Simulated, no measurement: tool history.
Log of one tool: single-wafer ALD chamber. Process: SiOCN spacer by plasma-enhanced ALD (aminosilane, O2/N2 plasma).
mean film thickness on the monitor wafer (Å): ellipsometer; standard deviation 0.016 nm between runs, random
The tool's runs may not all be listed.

run	hour	heater temperature setpoint (K)	number of ALD cycles (cycles)	mean film thickness on the monitor wafer (Å)
1	0.0	653.15	100	54.400
2	7.0	653.15	106	57.736
3	11.7	653.15	110	59.659
4	13.9	653.15	102	55.726
# hour 15.9: thermocouple changed; heater temperature recalibrated
5	15.9	653.15	109	59.333
6	19.1	663.15	109	59.178

Estimate the outcome of run 7 from the log above:
7	25.5	663.15	113	?

{"run 7": {"mean film thickness on the monitor wafer (Å)": 61.554}}
